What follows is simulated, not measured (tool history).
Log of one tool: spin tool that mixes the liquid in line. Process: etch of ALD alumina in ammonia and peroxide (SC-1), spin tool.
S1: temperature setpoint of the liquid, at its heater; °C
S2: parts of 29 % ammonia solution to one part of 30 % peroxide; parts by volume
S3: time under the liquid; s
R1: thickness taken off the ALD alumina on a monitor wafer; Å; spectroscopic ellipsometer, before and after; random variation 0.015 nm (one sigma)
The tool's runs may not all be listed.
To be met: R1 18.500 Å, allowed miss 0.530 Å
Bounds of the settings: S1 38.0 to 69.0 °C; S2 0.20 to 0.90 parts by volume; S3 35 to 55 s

run 1 hour=0.0 | S1=53.0 S2=0.50 S3=55 | R1=28.035
run 2 hour=6.4 | S1=53.0 S2=0.55 S3=55 | R1=28.425
run 3 hour=12.9 | S1=52.0 S2=0.55 S3=55 | R1=27.427
run 4 hour=21.6 | S1=51.0 S2=0.55 S3=55 | R1=25.739
run 5 hour=28.9 | S1=51.0 S2=0.40 S3=55 | R1=24.967
run 6 hour=31.0 | S1=50.0 S2=0.40 S3=55 | R1=23.558
run 7 hour=31.6 | S1=49.5 S2=0.40 S3=55 | R1=22.435
run 8 hour=32.8 | S1=49.0 S2=0.40 S3=55 | R1=22.445
run 9 hour=33.3 | S1=48.5 S2=0.40 S3=55 | R1=21.545
run 10 hour=40.6 | S1=48.0 S2=0.40 S3=55 | R1=20.945
run 11 hour=47.1 | S1=47.5 S2=0.40 S3=55 | R1=20.389
run 12 hour=48.5 | S1=47.0 S2=0.40 S3=55 | R1=20.236
run 13 hour=49.0 | S1=47.0 S2=0.40 S3=55 | R1=20.002
run 14 hour=54.9 | S1=47.0 S2=0.40 S3=55 | R1=19.661
run 15 hour=58.4 | S1=46.5 S2=0.40 S3=55 | R1=19.561

Which of these 5 next moves meets every target?
run A hour=61.9 | S1=46.5 S2=0.50 S3=55 | R1=?
run B hour=61.9 | S1=46.0 S2=0.30 S3=55 | R1=?
run C hour=61.9 | S1=49.0 S2=0.35 S3=55 | R1=?
run D hour=61.9 | S1=47.5 S2=0.40 S3=55 | R1=?
run E hour=61.9 | S1=48.0 S2=0.30 S3=55 | R1=?

move=A R1=19.733
move=B R1=18.273
move=C R1=21.934
move=D R1=20.435
move=E R1=20.446
A: further off than the last run
B: meets every target
C: further off than the last run
D: further off than the last run
E: further off than the last run
Move B is the one to make.
